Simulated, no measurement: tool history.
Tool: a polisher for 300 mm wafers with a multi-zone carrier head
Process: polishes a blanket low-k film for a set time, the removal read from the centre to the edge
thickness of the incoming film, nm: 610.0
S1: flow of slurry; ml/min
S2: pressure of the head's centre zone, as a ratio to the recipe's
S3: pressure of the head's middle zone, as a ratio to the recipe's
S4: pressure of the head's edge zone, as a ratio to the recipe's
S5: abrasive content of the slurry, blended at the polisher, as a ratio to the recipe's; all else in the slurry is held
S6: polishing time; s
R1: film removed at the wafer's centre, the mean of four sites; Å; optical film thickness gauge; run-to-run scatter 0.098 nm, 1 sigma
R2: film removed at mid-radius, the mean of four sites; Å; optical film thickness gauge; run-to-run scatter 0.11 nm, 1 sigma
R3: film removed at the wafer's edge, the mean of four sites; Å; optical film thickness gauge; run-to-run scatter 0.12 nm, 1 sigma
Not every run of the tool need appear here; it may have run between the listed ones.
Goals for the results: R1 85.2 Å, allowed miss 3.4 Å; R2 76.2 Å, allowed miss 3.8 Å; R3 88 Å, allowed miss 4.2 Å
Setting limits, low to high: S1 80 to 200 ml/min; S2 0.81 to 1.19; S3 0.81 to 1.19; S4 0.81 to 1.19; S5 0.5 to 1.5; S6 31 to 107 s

run	hour	S1	S2	S3	S4	S5	S6	R1	R2	R3
1	0	130	1	1	1	1	69	154.57	158.88	155.78
2	3.2	130	1	1	0.95	1	69	154.59	162.87	154.42
3	6.6	125	1	0.96	0.97	0.85	63	133.26	127.33	131.17
4	10.4	120	0.98	0.94	0.96	0.75	59	116.39	114.02	115.44
5	15.7	120	0.98	0.94	0.96	0.75	46	91.197	89.313	90.687
6	18.4	120	1.06	0.94	0.96	0.75	46	96.278	87.336	92.462
7	19	115	1.05	0.93	0.98	0.75	46	94.498	83.996	93.829
8	19.8	110	1.04	0.92	0.98	0.75	46	93.52	85.517	90.92
# hour 27.9: worn pad replaced by a new one
9	27.9	105	1.03	0.9	1.01	0.7	46	99.75	89.458	101.26
10	31.9	100	1.01	0.88	1	0.65	45	91.975	83.722	94.502
11	35.5	100	1.01	0.87	0.99	0.6	45	89.928	79.458	92.36
12	36.4	100	1	0.87	0.98	0.6	45	87.766	81.509	93.236
13	39.5	100	1.01	0.87	0.97	0.6	45	89.235	79.722	90.266

Exactly one of the 5 candidate moves below puts every result within its allowed miss. Which one?
A	42.6	80	1.01	0.87	0.88	0.5	54	?	?	?
B	42.6	90	1.15	0.88	1.03	0.65	43	?	?	?
C	42.6	160	1.04	0.88	0.84	0.75	35	?	?	?
D	42.6	90	1.08	0.83	1.19	0.5	48	?	?	?
E	42.6	100	1	0.85	0.98	0.5	46	?	?	?

move	R1	R2	R3
A	97.119	87.695	95.457
B	96.653	79.249	89.925
C	84.872	74.409	76.373
D	93.057	76.454	96.443
E	85.709	76.07	86.677
A: lands further from the targets than the last run did
B: lands further from the targets than the last run did
C: gets the furthest-off result to its target, but another result is out of tolerance
D: lands further from the targets than the last run did
E: all results in spec
E is the move that brings every result within its allowed miss.
